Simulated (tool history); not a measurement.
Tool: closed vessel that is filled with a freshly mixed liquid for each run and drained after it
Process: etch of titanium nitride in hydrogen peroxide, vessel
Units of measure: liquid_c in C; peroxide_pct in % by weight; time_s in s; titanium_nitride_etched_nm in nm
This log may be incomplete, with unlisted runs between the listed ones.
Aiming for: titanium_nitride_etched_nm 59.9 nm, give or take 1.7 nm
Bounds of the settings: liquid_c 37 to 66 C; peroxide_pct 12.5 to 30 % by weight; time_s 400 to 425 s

| run | hour | liquid_c | peroxide_pct | time_s | titanium_nitride_etched_nm |
|---|---|---|---|---|---|
| 1 | 0 | 53 | 24.5 | 400 | 29.947 |
| 2 | 7.6 | 53 | 24.5 | 425 | 31.908 |
| 3 | 12.1 | 53 | 29.5 | 425 | 32.547 |
| 4 | 17.5 | 53 | 29.5 | 400 | 30.876 |
| 5 | 21.4 | 49 | 29.5 | 400 | 23.122 |
| 6 | 28.9 | 53 | 29.5 | 400 | 30.925 |
| 7 | 29.9 | 55.5 | 29.5 | 400 | 36.847 |
| 8 | 36.2 | 57.5 | 29.5 | 400 | 41.978 |
| 9 | 39.5 | 59 | 29.5 | 400 | 46.2 |
|  | 42.5 | peroxide flow meter replaced |
| 10 | 42.5 | 60 | 29.5 | 400 | 49.515 |

Which of these 4 next moves meets every target?
| A | 45.5 | 61.5 | 30 | 400 | ? |
| B | 45.5 | 62 | 29 | 425 | ? |
| C | 45.5 | 58.5 | 28.5 | 400 | ? |
| D | 45.5 | 61.5 | 30 | 410 | ? |

| move | titanium_nitride_etched_nm |
|---|---|
| A | 54.527 |
| B | 59.467 |
| C | 43.967 |
| D | 55.89 |
A: nearer than the last run, and not there yet
B: hits every target within its allowed miss
C: its largest miss is bigger than the last run's
D: nearer than the last run, and not there yet
Correct choice: B, which meets every target
